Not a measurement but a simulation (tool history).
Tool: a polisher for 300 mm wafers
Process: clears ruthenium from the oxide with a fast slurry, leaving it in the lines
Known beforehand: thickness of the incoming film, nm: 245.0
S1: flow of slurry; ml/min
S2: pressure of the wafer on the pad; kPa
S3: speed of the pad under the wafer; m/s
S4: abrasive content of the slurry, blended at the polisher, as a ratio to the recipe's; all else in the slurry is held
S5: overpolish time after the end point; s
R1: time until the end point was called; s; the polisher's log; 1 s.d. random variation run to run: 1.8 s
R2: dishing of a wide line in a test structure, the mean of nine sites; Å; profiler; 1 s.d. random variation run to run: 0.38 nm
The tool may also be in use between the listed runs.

run    day   S1    S2    S3   S4  S5      R1      R2
  1  0.000  255  14.5  1.02  1.0  10  73.402  265.49
  2  0.371  255  13.1  1.02  1.0  10  82.108  238.34
  3  0.696  255  12.4  1.02  1.0  10  88.455  220.27
  4  0.808  255  12.4  1.02  1.0  12  87.098  267.14
  5  1.125  255  11.7  1.02  1.0  12  91.307  256.26
  6  1.354  255  13.1  1.02  1.0  12  81.236  284.89

Forecast run 7:
  7  1.383  255  12.4  1.02  1.0  12   ?   ?

R1: 84.688 s
R2: 263.84 Å

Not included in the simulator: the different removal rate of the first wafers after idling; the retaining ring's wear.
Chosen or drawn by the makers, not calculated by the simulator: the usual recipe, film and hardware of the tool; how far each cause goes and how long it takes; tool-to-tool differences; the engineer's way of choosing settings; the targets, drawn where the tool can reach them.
